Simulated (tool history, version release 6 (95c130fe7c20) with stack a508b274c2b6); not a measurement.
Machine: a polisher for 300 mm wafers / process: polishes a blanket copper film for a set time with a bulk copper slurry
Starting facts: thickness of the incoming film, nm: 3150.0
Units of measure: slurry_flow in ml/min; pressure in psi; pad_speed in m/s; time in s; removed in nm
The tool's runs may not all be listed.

run,hour,slurry_flow,pressure,pad_speed,slurry_solids,time,removed
1,0.0,260,3.2,1.30,1.00,47,747.81
2,8.6,260,3.2,1.30,1.20,47,770.12
3,15.2,225,3.2,1.30,1.20,47,750.83
4,17.6,225,3.2,1.30,1.20,41,677.49
5,18.7,255,3.2,1.30,1.20,41,666.88
6,23.9,255,2.6,1.14,1.20,41,483.04
7,30.3,255,2.2,1.06,1.20,41,400.89
8,31.9,250,1.4,0.80,1.15,41,196.23
9,32.7,265,1.6,0.80,1.15,41,224.60

Run 10 comes next. What will it give?
10,39.2,285,1.7,0.80,1.15,41,?

{"run 10": {"removed": 231.46}}

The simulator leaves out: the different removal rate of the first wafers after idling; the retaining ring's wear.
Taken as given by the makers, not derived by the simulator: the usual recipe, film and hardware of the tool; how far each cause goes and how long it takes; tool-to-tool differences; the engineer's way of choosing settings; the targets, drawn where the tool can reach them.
